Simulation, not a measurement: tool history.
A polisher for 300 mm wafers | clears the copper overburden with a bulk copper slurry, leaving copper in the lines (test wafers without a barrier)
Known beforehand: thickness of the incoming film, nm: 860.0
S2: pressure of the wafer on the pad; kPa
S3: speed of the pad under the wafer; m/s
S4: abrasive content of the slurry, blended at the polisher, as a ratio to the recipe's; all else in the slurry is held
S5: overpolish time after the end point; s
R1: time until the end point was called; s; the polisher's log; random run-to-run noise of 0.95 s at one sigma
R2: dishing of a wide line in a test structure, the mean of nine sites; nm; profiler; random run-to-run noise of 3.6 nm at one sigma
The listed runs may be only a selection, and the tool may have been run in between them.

Run 1, day 0.000: flow of slurry (ml/min) 220, S2 17.2 kPa, S3 1.20 m/s, S4 1.00, S5 24 s. Result: R1 77.318 s, R2 118.89 nm.
Run 2, day 0.046: flow of slurry (ml/min) 220, S2 17.9 kPa, S3 1.20 m/s, S4 1.00, S5 25 s. Result: R1 73.274 s, R2 122.74 nm.
Run 3, day 0.146: flow of slurry (ml/min) 220, S2 18.6 kPa, S3 1.20 m/s, S4 1.00, S5 26 s. Result: R1 71.184 s, R2 127.65 nm.
Run 4, day 0.483: flow of slurry (ml/min) 220, S2 18.6 kPa, S3 1.20 m/s, S4 0.85, S5 26 s. Result: R1 74.386 s, R2 119.29 nm.
Run 5, day 0.546: flow of slurry (ml/min) 220, S2 19.3 kPa, S3 1.20 m/s, S4 0.85, S5 27 s. Result: R1 72.338 s, R2 133.83 nm.
Run 6, day 0.825: flow of slurry (ml/min) 220, S2 20.0 kPa, S3 1.20 m/s, S4 0.85, S5 27 s. Result: R1 68.435 s, R2 128.07 nm.
Run 7, day 1.108: flow of slurry (ml/min) 220, S2 20.0 kPa, S3 1.20 m/s, S4 0.85, S5 28 s. Result: R1 70.773 s, R2 136.37 nm.

Estimate the outcome of run 8 from the log above:
Run 8, day 1.208: flow of slurry (ml/min) 220, S2 22.1 kPa, S3 1.22 m/s, S4 0.85, S5 28 s. Result: R1 ?, R2 ?.

{"run 8": {"R1": 62.927, "R2": 141.67}}

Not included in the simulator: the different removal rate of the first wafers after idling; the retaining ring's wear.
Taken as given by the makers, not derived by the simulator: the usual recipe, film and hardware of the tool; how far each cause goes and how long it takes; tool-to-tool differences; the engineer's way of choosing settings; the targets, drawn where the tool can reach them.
